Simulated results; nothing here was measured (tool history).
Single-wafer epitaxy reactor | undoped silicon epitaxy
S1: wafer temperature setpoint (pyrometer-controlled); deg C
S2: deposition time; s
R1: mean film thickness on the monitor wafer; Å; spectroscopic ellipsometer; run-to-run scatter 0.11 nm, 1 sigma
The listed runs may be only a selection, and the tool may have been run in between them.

{"run": 1, "hour": 0.0, "S1": 645, "S2": 204, "R1": 302.34}
{"run": 2, "hour": 4.6, "S1": 643, "S2": 204, "R1": 288.97}
{"run": 3, "hour": 12.8, "S1": 641, "S2": 204, "R1": 276.85}
{"run": 4, "hour": 17.7, "S1": 641, "S2": 181, "R1": 246.21}
{"run": 5, "hour": 21.5, "S1": 640, "S2": 181, "R1": 240.47}
{"run": 6, "hour": 30.2, "S1": 640, "S2": 200, "R1": 266.06}
{"run": 7, "hour": 35.5, "S1": 639, "S2": 200, "R1": 261.16}
{"run": 8, "hour": 37.4, "S1": 638, "S2": 200, "R1": 253.79}

Forecast run 9:
{"run": 9, "hour": 40.8, "S1": 637, "S2": 200, "R1": "?"}

{"run 9": {"R1": 248.68}}
